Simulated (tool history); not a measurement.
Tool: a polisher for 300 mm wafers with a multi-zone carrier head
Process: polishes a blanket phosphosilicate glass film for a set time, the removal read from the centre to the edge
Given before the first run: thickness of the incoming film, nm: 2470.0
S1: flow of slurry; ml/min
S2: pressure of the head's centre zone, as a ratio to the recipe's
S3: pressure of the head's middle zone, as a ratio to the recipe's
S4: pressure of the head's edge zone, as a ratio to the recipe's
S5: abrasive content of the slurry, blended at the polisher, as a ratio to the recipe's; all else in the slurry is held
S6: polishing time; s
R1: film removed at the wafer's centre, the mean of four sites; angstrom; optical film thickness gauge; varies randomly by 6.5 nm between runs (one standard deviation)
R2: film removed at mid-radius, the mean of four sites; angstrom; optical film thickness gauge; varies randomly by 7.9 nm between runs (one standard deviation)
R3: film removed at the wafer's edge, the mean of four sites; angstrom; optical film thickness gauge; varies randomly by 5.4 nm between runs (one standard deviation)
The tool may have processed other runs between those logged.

{"run": 1, "hour": 0.0, "S1": 295, "S2": 1.0, "S3": 1.0, "S4": 1.0, "S5": 1.0, "S6": 65, "R1": 6033.2, "R2": 6249.5, "R3": 6225.8}
{"run": 2, "hour": 7.4, "S1": 305, "S2": 1.02, "S3": 1.03, "S4": 1.05, "S5": 1.15, "S6": 65, "R1": 6634.6, "R2": 6611.6, "R3": 6714.7}
{"run": 3, "hour": 12.6, "S1": 310, "S2": 1.02, "S3": 1.06, "S4": 1.07, "S5": 1.25, "S6": 67, "R1": 6925.7, "R2": 7243.3, "R3": 7216.4}
{"run": 4, "hour": 13.4, "S1": 310, "S2": 0.96, "S3": 1.06, "S4": 1.07, "S5": 1.25, "S6": 67, "R1": 6630.2, "R2": 7359.7, "R3": 7245.8}
{"run": 5, "hour": 14.5, "S1": 320, "S2": 0.99, "S3": 1.08, "S4": 1.09, "S5": 1.3, "S6": 68, "R1": 7035.7, "R2": 7648.6, "R3": 7636.0}
{"run": 6, "hour": 23.0, "S1": 320, "S2": 0.99, "S3": 1.14, "S4": 1.09, "S5": 1.3, "S6": 68, "R1": 7026.4, "R2": 7889.6, "R3": 7592.1}
{"run": 7, "hour": 24.7, "S1": 380, "S2": 1.09, "S3": 1.19, "S4": 1.19, "S5": 1.5, "S6": 68, "R1": 8250.7, "R2": 8533.2, "R3": 8439.1}
{"run": 8, "hour": 26.6, "S1": 380, "S2": 1.09, "S3": 1.19, "S4": 1.19, "S5": 1.5, "S6": 69, "R1": 8420.1, "R2": 8698.6, "R3": 8671.4}
{"run": 9, "hour": 35.6, "S1": 380, "S2": 1.09, "S3": 1.19, "S4": 1.18, "S5": 1.5, "S6": 69, "R1": 8562.8, "R2": 8790.7, "R3": 8528.6}

For run 10, what comes out?
{"run": 10, "hour": 42.7, "S1": 380, "S2": 1.08, "S3": 1.19, "S4": 1.18, "S5": 1.5, "S6": 69, "R1": "?", "R2": "?", "R3": "?"}

{"run 10": {"R1": 8333.7, "R2": 8650.7, "R3": 8476.9}}
